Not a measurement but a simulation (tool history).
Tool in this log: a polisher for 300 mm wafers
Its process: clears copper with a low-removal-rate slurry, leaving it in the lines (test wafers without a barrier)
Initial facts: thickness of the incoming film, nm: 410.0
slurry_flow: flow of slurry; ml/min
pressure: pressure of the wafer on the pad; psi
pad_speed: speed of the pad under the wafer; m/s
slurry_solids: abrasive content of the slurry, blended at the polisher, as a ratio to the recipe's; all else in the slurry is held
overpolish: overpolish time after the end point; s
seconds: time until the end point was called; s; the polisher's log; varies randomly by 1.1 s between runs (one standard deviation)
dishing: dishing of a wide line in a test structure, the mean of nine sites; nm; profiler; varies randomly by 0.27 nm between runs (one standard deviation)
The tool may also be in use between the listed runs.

run  hour  slurry_flow  pressure  pad_speed  slurry_solids  overpolish  seconds  dishing
  1   0.0          205       2.5       0.94            1.0          10   177.16   17.418
  2   4.9          225       2.5       0.94            1.0          10   172.35   17.154
  3   7.4          225       2.8       0.94            1.0          10   159.20   19.595
  4  16.1          230       2.9       0.94            1.0          10   152.99   19.901
  5  23.0          230       2.3       0.94            1.0          10   189.11   16.167
  6  29.3          230       2.5       0.94            1.0          10   173.21   17.380
  7  30.4          235       2.6       0.94            1.0          10   166.29   17.982
  8  34.9          235       2.6       0.94            1.0          10   166.92   17.918
  9  43.9          240       2.7       0.94            1.0          10   160.48   18.596
 10  48.6          245       2.8       0.94            1.0          10   156.97   19.489
 11  55.1          245       2.8       0.94            1.0          10   155.69   19.182
 12  61.6          250       2.9       0.94            1.0          10   149.77   20.073

Run 13 comes next. What will it give?
 13  65.4          265       3.6       0.96            1.0           7        ?        ?

{"run 13": {"seconds": 118.82, "dishing": 18.158}}

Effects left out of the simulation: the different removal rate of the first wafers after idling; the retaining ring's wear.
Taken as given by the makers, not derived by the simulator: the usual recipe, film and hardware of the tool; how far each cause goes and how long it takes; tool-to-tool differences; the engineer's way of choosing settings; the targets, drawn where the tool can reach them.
